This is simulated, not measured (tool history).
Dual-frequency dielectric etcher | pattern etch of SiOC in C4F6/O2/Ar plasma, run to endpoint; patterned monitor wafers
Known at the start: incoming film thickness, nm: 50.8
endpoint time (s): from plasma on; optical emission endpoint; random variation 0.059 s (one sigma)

run,hour,bias power (kW),source power (kW),endpoint time (s)
1,0,0.45,0.46,17.053
2,6.4,0.462,0.46,16.817
3,8.1,0.472,0.46,16.554
4,11.4,0.413,0.46,17.739
5,19.5,0.426,0.46,17.376
6,21.9,0.456,0.46,16.803
7,25.2,0.464,0.46,16.699
8,32.6,0.471,0.46,16.511
9,34.2,0.477,0.46,16.447
10,39.5,0.483,0.46,16.37
11,44.2,0.489,0.46,16.263
12,44.7,0.494,0.46,16.378
13,49.6,0.501,0.46,16.121
14,53.9,0.505,0.46,16.065
15,59.8,0.509,0.46,16.033

The next listed run, before its measurement:
16,63,0.513,0.46,?

Run 16 gave endpoint time (s) 16.036.
